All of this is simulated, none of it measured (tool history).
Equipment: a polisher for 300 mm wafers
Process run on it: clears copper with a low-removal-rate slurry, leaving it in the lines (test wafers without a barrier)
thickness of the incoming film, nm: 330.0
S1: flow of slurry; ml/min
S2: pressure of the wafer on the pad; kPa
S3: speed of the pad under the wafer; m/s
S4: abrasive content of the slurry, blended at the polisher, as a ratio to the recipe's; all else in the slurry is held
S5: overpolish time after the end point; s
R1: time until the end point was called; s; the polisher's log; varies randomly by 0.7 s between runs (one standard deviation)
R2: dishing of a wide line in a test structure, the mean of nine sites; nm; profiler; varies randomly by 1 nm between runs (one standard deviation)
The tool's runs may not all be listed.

run 1 hour=0 | S1=295 S2=22.8 S3=1 S4=1 S5=13 | R1=109.59 R2=30.586
run 2 hour=4.6 | S1=295 S2=22.8 S3=1 S4=0.9 S5=13 | R1=114.23 R2=30.82
run 3 hour=6 | S1=295 S2=26.9 S3=1 S4=0.9 S5=13 | R1=94.644 R2=35.307
run 4 hour=13.5 | S1=295 S2=28.3 S3=1 S4=0.9 S5=14 | R1=92.016 R2=39.578
run 5 hour=16.8 | S1=295 S2=28.3 S3=1 S4=0.9 S5=10 | R1=93.159 R2=29.26
-- hour=19.8 worn pad replaced by a new one
run 6 hour=19.8 | S1=295 S2=28.3 S3=1.18 S4=0.9 S5=10 | R1=69.972 R2=37.492

The next listed run, before its measurement:
run 7 hour=21.4 | S1=290 S2=27.6 S3=1.18 S4=0.9 S5=11 | R1=? R2=?

{"run 7": {"R1": 71.668, "R2": 40.264}}

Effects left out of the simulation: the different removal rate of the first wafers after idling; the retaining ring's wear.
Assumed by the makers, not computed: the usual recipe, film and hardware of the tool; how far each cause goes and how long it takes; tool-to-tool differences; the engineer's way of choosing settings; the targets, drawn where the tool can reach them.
